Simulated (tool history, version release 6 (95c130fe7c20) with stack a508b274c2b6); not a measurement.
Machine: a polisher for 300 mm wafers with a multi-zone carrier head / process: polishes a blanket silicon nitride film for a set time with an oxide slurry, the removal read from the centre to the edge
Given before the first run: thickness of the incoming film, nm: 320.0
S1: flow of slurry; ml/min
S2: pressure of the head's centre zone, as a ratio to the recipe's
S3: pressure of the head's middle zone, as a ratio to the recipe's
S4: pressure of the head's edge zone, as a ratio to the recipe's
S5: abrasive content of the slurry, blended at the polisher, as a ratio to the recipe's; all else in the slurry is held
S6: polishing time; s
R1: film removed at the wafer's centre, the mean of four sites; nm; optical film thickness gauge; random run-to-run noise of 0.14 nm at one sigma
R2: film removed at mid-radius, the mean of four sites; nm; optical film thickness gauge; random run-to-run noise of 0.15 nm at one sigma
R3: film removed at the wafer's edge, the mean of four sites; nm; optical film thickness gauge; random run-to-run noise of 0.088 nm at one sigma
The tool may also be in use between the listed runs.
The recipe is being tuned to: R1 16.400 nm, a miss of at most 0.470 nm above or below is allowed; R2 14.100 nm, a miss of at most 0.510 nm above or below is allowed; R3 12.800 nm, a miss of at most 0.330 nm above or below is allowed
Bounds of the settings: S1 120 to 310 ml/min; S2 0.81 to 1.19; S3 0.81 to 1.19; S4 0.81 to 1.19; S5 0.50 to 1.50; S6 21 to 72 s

run	hour	S1	S2	S3	S4	S5	S6	R1	R2	R3
1	0.0	200	1.00	1.00	1.00	1.00	46	21.648	21.942	21.767
2	5.8	200	1.00	1.00	1.00	1.00	52	24.910	23.977	24.705
3	14.5	200	1.02	0.99	0.98	0.95	50	23.761	22.641	22.827
4	15.4	200	1.02	1.03	0.98	0.95	50	23.875	23.456	22.387
5	17.8	200	1.02	1.03	0.92	0.95	50	23.785	23.617	22.496
6	25.6	200	1.04	1.02	0.92	0.90	48	22.643	21.697	20.662
7	27.7	200	1.05	1.02	0.91	0.85	47	21.726	20.576	19.629
8	30.8	200	1.06	1.02	0.90	0.80	46	20.727	19.324	18.507
9	38.6	200	1.07	1.03	0.89	0.75	45	19.762	18.235	17.472
10	43.4	195	1.08	1.04	0.88	0.70	44	18.459	17.256	16.082
11	46.9	185	1.09	1.04	0.87	0.65	44	17.752	16.809	15.327
12	53.6	180	1.10	1.03	0.86	0.65	44	17.824	16.336	15.174
13	61.6	175	1.11	1.03	0.85	0.65	44	18.045	16.481	15.099
14	67.0	175	1.11	1.03	0.85	0.65	44	17.985	16.203	15.264
15	72.1	170	1.12	1.04	0.84	0.65	44	17.971	16.180	15.014
16	73.4	165	1.13	1.04	0.84	0.65	44	18.148	16.448	15.087
17	81.5	165	1.14	1.04	0.84	0.65	44	18.239	16.211	14.767
18	89.8	160	1.15	1.04	0.84	0.65	44	18.254	16.127	14.832
19	98.6	155	1.16	1.04	0.84	0.65	44	18.354	15.917	14.554
20	104.6	150	1.16	1.04	0.84	0.65	44	18.136	15.895	14.444
21	109.9	145	1.16	1.04	0.84	0.65	44	17.975	15.623	14.690

Pick the move, out of 4, that brings all results within their allowed miss; only one does.
A	115.2	160	1.11	1.01	0.89	0.70	49	?	?	?
B	115.2	260	1.09	1.19	0.81	0.50	45	?	?	?
C	115.2	120	0.85	1.04	1.01	0.70	52	?	?	?
D	115.2	170	1.18	1.03	0.82	0.65	38	?	?	?

move	R1	R2	R3
A	20.632	18.334	17.639
B	16.339	16.245	13.251
C	15.433	18.477	18.821
D	16.502	13.930	12.754
A: further off than the last run
B: closes in on the targets versus the last run, not all within tolerance yet
C: further off than the last run
D: hits every target within its allowed miss
The move that meets every target is D.
